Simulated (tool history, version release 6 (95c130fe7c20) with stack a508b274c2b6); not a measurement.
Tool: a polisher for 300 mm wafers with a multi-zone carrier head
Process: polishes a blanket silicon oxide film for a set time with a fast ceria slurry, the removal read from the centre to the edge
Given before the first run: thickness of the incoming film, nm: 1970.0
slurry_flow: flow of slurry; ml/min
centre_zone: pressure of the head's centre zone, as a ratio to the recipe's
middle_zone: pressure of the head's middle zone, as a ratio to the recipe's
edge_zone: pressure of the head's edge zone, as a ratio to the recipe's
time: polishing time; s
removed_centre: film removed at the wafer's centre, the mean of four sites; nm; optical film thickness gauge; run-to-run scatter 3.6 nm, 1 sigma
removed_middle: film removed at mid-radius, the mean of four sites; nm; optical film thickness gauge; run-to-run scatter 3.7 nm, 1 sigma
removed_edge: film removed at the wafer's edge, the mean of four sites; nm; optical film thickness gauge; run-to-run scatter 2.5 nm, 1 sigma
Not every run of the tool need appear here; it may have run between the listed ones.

Run 1, hour 0: slurry_flow 135 ml/min, centre_zone 1, middle_zone 1, edge_zone 1, time 81 s. Result: removed_centre 601.04 nm, removed_middle 589.8 nm, removed_edge 605.72 nm.
Run 2, hour 5.8: slurry_flow 125 ml/min, centre_zone 0.97, middle_zone 0.97, edge_zone 0.99, time 72 s. Result: removed_centre 515.07 nm, removed_middle 493.73 nm, removed_edge 522.97 nm.
Run 3, hour 13.1: slurry_flow 125 ml/min, centre_zone 0.97, middle_zone 1.01, edge_zone 0.99, time 72 s. Result: removed_centre 489.77 nm, removed_middle 521.13 nm, removed_edge 520.05 nm.
Run 4, hour 17.2: slurry_flow 100 ml/min, centre_zone 0.97, middle_zone 1.01, edge_zone 0.99, time 72 s. Result: removed_centre 472.09 nm, removed_middle 492.25 nm, removed_edge 502.9 nm.
Run 5, hour 22.3: slurry_flow 100 ml/min, centre_zone 0.97, middle_zone 1.01, edge_zone 0.92, time 72 s. Result: removed_centre 476.43 nm, removed_middle 491.95 nm, removed_edge 486.54 nm.
Run 6, hour 26.2: slurry_flow 95 ml/min, centre_zone 0.94, middle_zone 0.98, edge_zone 0.93, time 66 s. Result: removed_centre 410.6 nm, removed_middle 426.09 nm, removed_edge 436.54 nm.
Run 7, hour 32: slurry_flow 90 ml/min, centre_zone 0.92, middle_zone 0.95, edge_zone 0.93, time 64 s. Result: removed_centre 386.2 nm, removed_middle 393.83 nm, removed_edge 423.66 nm.
Run 8, hour 33.5: slurry_flow 90 ml/min, centre_zone 0.9, middle_zone 0.93, edge_zone 0.92, time 62 s. Result: removed_centre 370.1 nm, removed_middle 375.41 nm, removed_edge 403.68 nm.
Run 9, hour 37.5: slurry_flow 90 ml/min, centre_zone 0.88, middle_zone 0.91, edge_zone 0.92, time 60 s. Result: removed_centre 358.75 nm, removed_middle 356.93 nm, removed_edge 392.63 nm.
Run 10, hour 40.2: slurry_flow 90 ml/min, centre_zone 0.87, middle_zone 0.9, edge_zone 0.93, time 58 s. Result: removed_centre 340.6 nm, removed_middle 347.68 nm, removed_edge 381.93 nm.
Run 11, hour 41.2: slurry_flow 90 ml/min, centre_zone 0.86, middle_zone 0.88, edge_zone 0.93, time 57 s. Result: removed_centre 333.98 nm, removed_middle 329.78 nm, removed_edge 376.32 nm.
Run 12, hour 47.1: slurry_flow 90 ml/min, centre_zone 0.85, middle_zone 0.87, edge_zone 0.93, time 56 s. Result: removed_centre 329.45 nm, removed_middle 325.67 nm, removed_edge 367.78 nm.
Run 13, hour 52.5: slurry_flow 80 ml/min, centre_zone 0.81, middle_zone 0.83, edge_zone 0.98, time 48 s. Result: removed_centre 253.91 nm, removed_middle 258.72 nm, removed_edge 313.56 nm.

For run 14, what comes out?
Run 14, hour 57.6: slurry_flow 85 ml/min, centre_zone 0.81, middle_zone 0.83, edge_zone 0.98, time 48 s. Result: removed_centre ?, removed_middle ?, removed_edge ?.

removed_centre: 267.54 nm
removed_middle: 262.87 nm
removed_edge: 321.99 nm
